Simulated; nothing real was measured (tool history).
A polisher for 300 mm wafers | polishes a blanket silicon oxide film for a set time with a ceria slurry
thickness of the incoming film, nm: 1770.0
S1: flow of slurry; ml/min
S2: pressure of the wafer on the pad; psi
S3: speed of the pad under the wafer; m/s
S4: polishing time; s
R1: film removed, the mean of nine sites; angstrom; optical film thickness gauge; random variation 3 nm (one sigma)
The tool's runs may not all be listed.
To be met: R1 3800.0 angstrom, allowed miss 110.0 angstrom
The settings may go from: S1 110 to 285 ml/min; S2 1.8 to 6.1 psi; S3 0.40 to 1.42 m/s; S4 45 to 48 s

run,hour,S1,S2,S3,S4,R1
1,0.0,180,3.9,0.90,45,2522.7
2,4.4,225,3.9,0.90,45,2600.5
3,12.5,225,3.0,0.90,45,2031.0
4,20.4,225,3.6,0.90,45,2429.1
5,21.5,230,4.0,0.90,45,2723.1
6,23.7,230,4.0,1.04,45,3128.2
7,29.5,235,4.2,1.04,45,3275.0
8,35.9,240,4.3,1.04,45,3336.0
9,41.1,240,4.4,1.04,45,3393.8
10,42.6,240,4.5,1.04,45,3516.5
11,51.0,240,4.6,1.04,45,3602.3
12,54.8,240,4.7,1.04,45,3674.2

Which of these 5 next moves meets every target?
A,58.6,225,4.5,1.06,45,?
B,58.6,195,4.2,1.06,48,?
C,58.6,255,4.2,1.04,45,?
D,58.6,235,5.4,0.84,45,?
E,58.6,235,4.4,1.08,48,?

move,R1
A,3532.8
B,3456.5
C,3290.0
D,3385.0
E,3774.3
A: further off than the last run
B: further off than the last run
C: further off than the last run
D: further off than the last run
E: meets every target
Answer: E
